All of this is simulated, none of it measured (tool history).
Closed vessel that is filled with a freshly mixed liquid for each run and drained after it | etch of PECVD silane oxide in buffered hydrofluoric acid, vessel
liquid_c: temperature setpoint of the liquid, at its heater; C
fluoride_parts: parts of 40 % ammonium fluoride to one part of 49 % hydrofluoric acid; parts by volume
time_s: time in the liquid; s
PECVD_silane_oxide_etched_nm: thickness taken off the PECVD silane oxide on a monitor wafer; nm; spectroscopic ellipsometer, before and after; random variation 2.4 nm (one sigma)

run,hour,liquid_c,fluoride_parts,time_s,PECVD_silane_oxide_etched_nm
1,0.0,24.0,20,95,144.76
2,5.0,26.5,16,95,205.21
3,10.0,28.0,14,95,255.97
4,12.9,28.0,14,100,268.57
5,18.1,30.5,14,100,304.50
6,21.2,31.0,13,100,337.92
7,25.0,32.0,11,100,417.09

The next listed run, before its measurement:
8,29.9,31.5,11,100,?

Run 8 gave PECVD_silane_oxide_etched_nm 406.33 nm.
